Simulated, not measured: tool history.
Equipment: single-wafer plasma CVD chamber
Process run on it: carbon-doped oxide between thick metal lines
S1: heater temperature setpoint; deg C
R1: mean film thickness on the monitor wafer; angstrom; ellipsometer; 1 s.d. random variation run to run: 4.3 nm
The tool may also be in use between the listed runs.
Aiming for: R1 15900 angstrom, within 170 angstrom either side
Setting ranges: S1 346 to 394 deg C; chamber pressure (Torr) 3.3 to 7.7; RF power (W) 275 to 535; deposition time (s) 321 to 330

run 1 hour=0 | S1=370 chamber_pressure_(Torr)=5.5 RF_power_(W)=405 deposition_time_(s)=321 | R1=14139
run 2 hour=6.1 | S1=370 chamber_pressure_(Torr)=5.9 RF_power_(W)=405 deposition_time_(s)=321 | R1=14139
run 3 hour=6.6 | S1=367 chamber_pressure_(Torr)=6.07 RF_power_(W)=415 deposition_time_(s)=321 | R1=14601
run 4 hour=13 | S1=364 chamber_pressure_(Torr)=6.36 RF_power_(W)=420 deposition_time_(s)=321 | R1=14791
run 5 hour=15.8 | S1=364 chamber_pressure_(Torr)=6.36 RF_power_(W)=420 deposition_time_(s)=321 | R1=14807
run 6 hour=21.7 | S1=362 chamber_pressure_(Torr)=6.56 RF_power_(W)=425 deposition_time_(s)=321 | R1=15173
run 7 hour=29 | S1=359 chamber_pressure_(Torr)=6.71 RF_power_(W)=425 deposition_time_(s)=321 | R1=15180
run 8 hour=34.5 | S1=358 chamber_pressure_(Torr)=6.9 RF_power_(W)=430 deposition_time_(s)=321 | R1=15458

Of the 4 settings listed for the next run, only one would bring every result within its allowed miss of target. Which one?
run A hour=40 | S1=362 chamber_pressure_(Torr)=6.54 RF_power_(W)=435 deposition_time_(s)=321 | R1=?
run B hour=40 | S1=358 chamber_pressure_(Torr)=7.7 RF_power_(W)=405 deposition_time_(s)=321 | R1=?
run C hour=40 | S1=360 chamber_pressure_(Torr)=7.24 RF_power_(W)=415 deposition_time_(s)=322 | R1=?
run D hour=40 | S1=357 chamber_pressure_(Torr)=7.7 RF_power_(W)=430 deposition_time_(s)=328 | R1=?

move=A R1=15326
move=B R1=14851
move=C R1=15038
move=D R1=15873
A: misses by more than the last run did
B: misses by more than the last run did
C: misses by more than the last run did
D: meets every target
The move that meets every target is D.
